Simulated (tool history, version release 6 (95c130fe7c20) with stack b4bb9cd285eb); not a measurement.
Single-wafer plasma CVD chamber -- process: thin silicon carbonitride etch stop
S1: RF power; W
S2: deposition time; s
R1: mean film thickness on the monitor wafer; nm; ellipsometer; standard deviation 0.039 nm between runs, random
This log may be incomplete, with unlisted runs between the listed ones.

Run 1, hour 0.0: S1 215 W, S2 23.6 s. Result: R1 13.354 nm.
Run 2, hour 6.8: S1 205 W, S2 23.4 s. Result: R1 13.186 nm.
Run 3, hour 11.7: S1 205 W, S2 20.3 s. Result: R1 11.349 nm.
Run 4, hour 17.4: S1 205 W, S2 23.5 s. Result: R1 13.107 nm.
Run 5, hour 18.6: S1 195 W, S2 23.3 s. Result: R1 12.815 nm.
Run 6, hour 26.3: S1 190 W, S2 23.2 s. Result: R1 12.722 nm.
Run 7, hour 26.8: S1 185 W, S2 23.0 s. Result: R1 12.491 nm.
Run 8, hour 30.7: S1 180 W, S2 22.9 s. Result: R1 12.271 nm.
Run 9, hour 37.0: S1 175 W, S2 22.9 s. Result: R1 12.257 nm.

Predict the results of run 10:
Run 10, hour 43.7: S1 175 W, S2 22.9 s. Result: R1 ?.

For run 10 the tool returned R1 12.203 nm.
